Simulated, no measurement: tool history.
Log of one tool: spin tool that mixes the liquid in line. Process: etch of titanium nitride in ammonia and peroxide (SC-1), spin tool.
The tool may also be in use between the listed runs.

run    day  temperature setpoint of the liquid (°C)  parts of water to one part of 30 % peroxide (parts by volume)  parts of 29 % ammonia solution to one part of 30 % peroxide (parts by volume)  time under the liquid (s)  thickness taken off the titanium nitride on a monitor wafer (nm)
  1  0.000                                     60.0                                                           10.5                                                                           0.45                        240                                                            49.555
  2  0.129                                     60.0                                                           10.5                                                                           0.45                        240                                                            50.362
  3  0.179                                     60.0                                                            9.0                                                                           0.45                        240                                                            54.558
  4  0.229                                     60.0                                                            9.0                                                                           0.60                        240                                                            57.050
  5  0.504                                     60.0                                                            9.0                                                                           0.70                        240                                                            59.274
  6  0.800                                     60.0                                                            9.0                                                                           0.70                        240                                                            58.620
  7  0.921                                     60.0                                                            9.0                                                                           0.70                        240                                                            57.888

Run 8 comes next. What will it give?
  8  1.071                                     58.5                                                            9.0                                                                           0.70                        240                                                                 ?

{"run 8": {"thickness taken off the titanium nitride on a monitor wafer (nm)": 52.951}}

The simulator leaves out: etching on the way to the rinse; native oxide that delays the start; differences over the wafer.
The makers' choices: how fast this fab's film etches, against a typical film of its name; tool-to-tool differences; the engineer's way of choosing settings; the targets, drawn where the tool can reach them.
